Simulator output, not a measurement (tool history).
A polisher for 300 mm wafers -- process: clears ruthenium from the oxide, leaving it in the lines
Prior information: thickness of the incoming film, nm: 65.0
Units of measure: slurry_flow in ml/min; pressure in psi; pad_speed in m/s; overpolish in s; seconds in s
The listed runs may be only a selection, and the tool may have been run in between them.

{"run": 1, "hour": 0.0, "slurry_flow": 305, "pressure": 1.6, "pad_speed": 0.76, "overpolish": 6, "seconds": 123.23}
{"run": 2, "hour": 2.2, "slurry_flow": 305, "pressure": 1.4, "pad_speed": 0.76, "overpolish": 6, "seconds": 137.85}
{"run": 3, "hour": 6.2, "slurry_flow": 350, "pressure": 1.4, "pad_speed": 0.76, "overpolish": 6, "seconds": 135.12}
{"run": 4, "hour": 13.1, "slurry_flow": 345, "pressure": 1.3, "pad_speed": 0.74, "overpolish": 6, "seconds": 145.19}
{"run": 5, "hour": 18.7, "slurry_flow": 345, "pressure": 1.3, "pad_speed": 0.88, "overpolish": 6, "seconds": 125.56}
{"run": 6, "hour": 23.8, "slurry_flow": 345, "pressure": 1.3, "pad_speed": 0.88, "overpolish": 6, "seconds": 124.84}
{"run": 7, "hour": 27.5, "slurry_flow": 340, "pressure": 1.2, "pad_speed": 0.84, "overpolish": 6, "seconds": 140.17}
{"run": 8, "hour": 31.6, "slurry_flow": 330, "pressure": 0.7, "pad_speed": 0.66, "overpolish": 6, "seconds": 252.58}
{"run": 9, "hour": 35.8, "slurry_flow": 340, "pressure": 0.7, "pad_speed": 0.66, "overpolish": 6, "seconds": 251.22}

The next listed run, before its measurement:
{"run": 10, "hour": 39.0, "slurry_flow": 345, "pressure": 0.7, "pad_speed": 0.66, "overpolish": 6, "seconds": "?"}

For run 10 the tool returned seconds 250.27 s.

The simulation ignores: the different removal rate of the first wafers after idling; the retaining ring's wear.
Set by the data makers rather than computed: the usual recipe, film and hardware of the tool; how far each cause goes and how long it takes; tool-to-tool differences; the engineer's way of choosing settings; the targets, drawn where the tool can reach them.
